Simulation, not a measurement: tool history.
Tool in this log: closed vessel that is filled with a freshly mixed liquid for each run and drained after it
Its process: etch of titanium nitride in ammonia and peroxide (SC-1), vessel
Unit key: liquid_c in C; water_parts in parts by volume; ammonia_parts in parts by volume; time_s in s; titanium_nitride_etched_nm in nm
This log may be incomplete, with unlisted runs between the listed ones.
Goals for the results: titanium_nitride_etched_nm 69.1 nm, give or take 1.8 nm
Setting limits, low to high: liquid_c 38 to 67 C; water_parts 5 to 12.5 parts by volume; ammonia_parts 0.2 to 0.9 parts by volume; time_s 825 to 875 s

{"run": 1, "hour": 0.0, "liquid_c": 51, "water_parts": 7, "ammonia_parts": 0.5, "time_s": 825, "titanium_nitride_etched_nm": 103.04}
{"run": 2, "hour": 6.5, "liquid_c": 50, "water_parts": 7, "ammonia_parts": 0.5, "time_s": 825, "titanium_nitride_etched_nm": 97.485}
{"run": 3, "hour": 13.1, "liquid_c": 50, "water_parts": 9, "ammonia_parts": 0.5, "time_s": 825, "titanium_nitride_etched_nm": 85.578}
{"run": 4, "hour": 15.1, "liquid_c": 49.5, "water_parts": 9, "ammonia_parts": 0.5, "time_s": 825, "titanium_nitride_etched_nm": 81.832}
{"run": 5, "hour": 18.6, "liquid_c": 49.5, "water_parts": 7, "ammonia_parts": 0.5, "time_s": 825, "titanium_nitride_etched_nm": 93.339}
{"run": 6, "hour": 20.9, "liquid_c": 49.5, "water_parts": 7, "ammonia_parts": 0.35, "time_s": 825, "titanium_nitride_etched_nm": 88.376}
{"run": 7, "hour": 22.7, "liquid_c": 49, "water_parts": 7, "ammonia_parts": 0.35, "time_s": 825, "titanium_nitride_etched_nm": 84.529}
{"run": 8, "hour": 23.9, "liquid_c": 48.5, "water_parts": 7, "ammonia_parts": 0.35, "time_s": 825, "titanium_nitride_etched_nm": 81.8}
{"run": 9, "hour": 31.3, "liquid_c": 48, "water_parts": 7, "ammonia_parts": 0.35, "time_s": 825, "titanium_nitride_etched_nm": 79.034}
{"run": 10, "hour": 38.3, "liquid_c": 47.5, "water_parts": 7, "ammonia_parts": 0.35, "time_s": 825, "titanium_nitride_etched_nm": 76.091}
{"run": 11, "hour": 46.2, "liquid_c": 46.5, "water_parts": 7, "ammonia_parts": 0.35, "time_s": 825, "titanium_nitride_etched_nm": 71.122}
{"run": 12, "hour": 48.1, "liquid_c": 46.5, "water_parts": 7, "ammonia_parts": 0.35, "time_s": 825, "titanium_nitride_etched_nm": 71.14}

Pick the move, out of 4, that brings all results within their allowed miss; only one does.
{"run": "A", "hour": 50.0, "liquid_c": 44.5, "water_parts": 5.5, "ammonia_parts": 0.35, "time_s": 825, "titanium_nitride_etched_nm": "?"}
{"run": "B", "hour": 50.0, "liquid_c": 47.5, "water_parts": 8, "ammonia_parts": 0.3, "time_s": 875, "titanium_nitride_etched_nm": "?"}
{"run": "C", "hour": 50.0, "liquid_c": 46, "water_parts": 5.5, "ammonia_parts": 0.25, "time_s": 825, "titanium_nitride_etched_nm": "?"}
{"run": "D", "hour": 50.0, "liquid_c": 46, "water_parts": 6, "ammonia_parts": 0.35, "time_s": 835, "titanium_nitride_etched_nm": "?"}

move=A titanium_nitride_etched_nm=69.927
move=B titanium_nitride_etched_nm=74.167
move=C titanium_nitride_etched_nm=73.453
move=D titanium_nitride_etched_nm=75.557
A: in spec on every target
B: its largest miss is bigger than the last run's
C: its largest miss is bigger than the last run's
D: its largest miss is bigger than the last run's
A is the move that brings every result within its allowed miss.
